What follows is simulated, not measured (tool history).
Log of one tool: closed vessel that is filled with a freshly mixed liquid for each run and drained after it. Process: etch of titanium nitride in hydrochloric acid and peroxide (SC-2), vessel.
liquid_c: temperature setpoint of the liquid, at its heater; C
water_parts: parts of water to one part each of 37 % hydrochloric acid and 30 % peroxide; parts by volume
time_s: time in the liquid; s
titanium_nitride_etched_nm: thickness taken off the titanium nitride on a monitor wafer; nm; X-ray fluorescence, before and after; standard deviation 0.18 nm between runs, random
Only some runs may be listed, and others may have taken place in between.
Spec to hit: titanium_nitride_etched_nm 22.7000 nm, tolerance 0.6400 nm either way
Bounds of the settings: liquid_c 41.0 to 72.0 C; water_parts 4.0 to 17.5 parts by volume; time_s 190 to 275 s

run 1 day=0.000 | liquid_c=57.0 water_parts=9.5 time_s=275 | titanium_nitride_etched_nm=8.2069
run 2 day=0.188 | liquid_c=60.0 water_parts=9.5 time_s=275 | titanium_nitride_etched_nm=9.8103
run 3 day=0.504 | liquid_c=67.0 water_parts=9.5 time_s=275 | titanium_nitride_etched_nm=15.2870
run 4 day=0.879 | liquid_c=60.0 water_parts=9.5 time_s=275 | titanium_nitride_etched_nm=9.9820
run 5 day=1.158 | liquid_c=62.5 water_parts=9.5 time_s=275 | titanium_nitride_etched_nm=11.8030
run 6 day=1.458 | liquid_c=62.5 water_parts=9.5 time_s=275 | titanium_nitride_etched_nm=11.6680
run 7 day=1.717 | liquid_c=70.5 water_parts=8.5 time_s=275 | titanium_nitride_etched_nm=20.7630
run 8 day=1.804 | liquid_c=71.0 water_parts=8.5 time_s=275 | titanium_nitride_etched_nm=21.2040
run 9 day=2.071 | liquid_c=71.5 water_parts=8.5 time_s=275 | titanium_nitride_etched_nm=21.9470

Pick the move, out of 4, that brings all results within their allowed miss; only one does.
run A day=2.338 | liquid_c=72.0 water_parts=8.0 time_s=275 | titanium_nitride_etched_nm=?
run B day=2.338 | liquid_c=72.0 water_parts=8.0 time_s=260 | titanium_nitride_etched_nm=?
run C day=2.338 | liquid_c=71.5 water_parts=7.0 time_s=265 | titanium_nitride_etched_nm=?
run D day=2.338 | liquid_c=71.0 water_parts=8.0 time_s=265 | titanium_nitride_etched_nm=?

move=A titanium_nitride_etched_nm=23.6330
move=B titanium_nitride_etched_nm=22.3440
move=C titanium_nitride_etched_nm=24.5740
move=D titanium_nitride_etched_nm=21.4770
A: takes the biggest miss from the last run beyond its target
B: all results in spec
C: takes the biggest miss from the last run beyond its target
D: its largest miss is bigger than the last run's
The right move is B.
